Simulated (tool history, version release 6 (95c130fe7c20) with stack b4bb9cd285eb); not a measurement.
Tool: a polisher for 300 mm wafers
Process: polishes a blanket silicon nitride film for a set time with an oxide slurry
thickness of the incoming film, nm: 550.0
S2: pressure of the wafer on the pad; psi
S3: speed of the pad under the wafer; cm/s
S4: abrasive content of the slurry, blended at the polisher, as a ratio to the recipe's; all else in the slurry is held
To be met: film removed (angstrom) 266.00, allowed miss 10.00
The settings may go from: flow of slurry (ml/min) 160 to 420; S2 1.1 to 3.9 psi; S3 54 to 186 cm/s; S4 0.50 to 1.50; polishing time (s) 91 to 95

Run 1, hour 0.0: flow of slurry (ml/min) 270, S2 2.5 psi, S3 118 cm/s, S4 1.00, polishing time (s) 91. Result: film removed (angstrom) 403.05.
Run 2, hour 7.3: flow of slurry (ml/min) 270, S2 2.3 psi, S3 118 cm/s, S4 1.00, polishing time (s) 91. Result: film removed (angstrom) 368.83.
Run 3, hour 11.6: flow of slurry (ml/min) 270, S2 2.6 psi, S3 118 cm/s, S4 1.00, polishing time (s) 91. Result: film removed (angstrom) 424.36.
Run 4, hour 18.0: flow of slurry (ml/min) 270, S2 2.6 psi, S3 118 cm/s, S4 1.00, polishing time (s) 95. Result: film removed (angstrom) 435.82.
Run 5, hour 20.2: flow of slurry (ml/min) 270, S2 2.6 psi, S3 118 cm/s, S4 0.80, polishing time (s) 95. Result: film removed (angstrom) 361.85.
Run 6, hour 28.2: flow of slurry (ml/min) 270, S2 2.4 psi, S3 118 cm/s, S4 0.80, polishing time (s) 95. Result: film removed (angstrom) 339.15.
Run 7, hour 31.3: flow of slurry (ml/min) 270, S2 2.3 psi, S3 118 cm/s, S4 0.80, polishing time (s) 95. Result: film removed (angstrom) 329.18.
Run 8, hour 40.1: flow of slurry (ml/min) 270, S2 2.2 psi, S3 118 cm/s, S4 0.80, polishing time (s) 95. Result: film removed (angstrom) 316.92.
Run 9, hour 47.4: flow of slurry (ml/min) 270, S2 2.1 psi, S3 118 cm/s, S4 0.80, polishing time (s) 95. Result: film removed (angstrom) 302.70.
Run 10, hour 48.1: flow of slurry (ml/min) 270, S2 2.0 psi, S3 118 cm/s, S4 0.80, polishing time (s) 95. Result: film removed (angstrom) 298.81.
Run 11, hour 50.1: flow of slurry (ml/min) 270, S2 2.0 psi, S3 118 cm/s, S4 0.80, polishing time (s) 95. Result: film removed (angstrom) 291.69.
Run 12, hour 56.3: flow of slurry (ml/min) 270, S2 1.9 psi, S3 118 cm/s, S4 0.80, polishing time (s) 95. Result: film removed (angstrom) 277.31.

4 next moves are on the table. One of them brings every result within its allowed miss. Which?
Run A, hour 62.5: flow of slurry (ml/min) 225, S2 2.2 psi, S3 106 cm/s, S4 0.75, polishing time (s) 95. Result: film removed (angstrom) ?.
Run B, hour 62.5: flow of slurry (ml/min) 235, S2 1.2 psi, S3 150 cm/s, S4 1.10, polishing time (s) 93. Result: film removed (angstrom) ?.
Run C, hour 62.5: flow of slurry (ml/min) 325, S2 1.8 psi, S3 146 cm/s, S4 0.75, polishing time (s) 92. Result: film removed (angstrom) ?.
Run D, hour 62.5: flow of slurry (ml/min) 300, S2 2.1 psi, S3 138 cm/s, S4 0.70, polishing time (s) 92. Result: film removed (angstrom) ?.

move  film removed (angstrom)
   A                   269.90
   B                   286.59
   C                   293.74
   D                   295.31
A: meets every target
B: further off than the last run
C: further off than the last run
D: further off than the last run
Answer: A
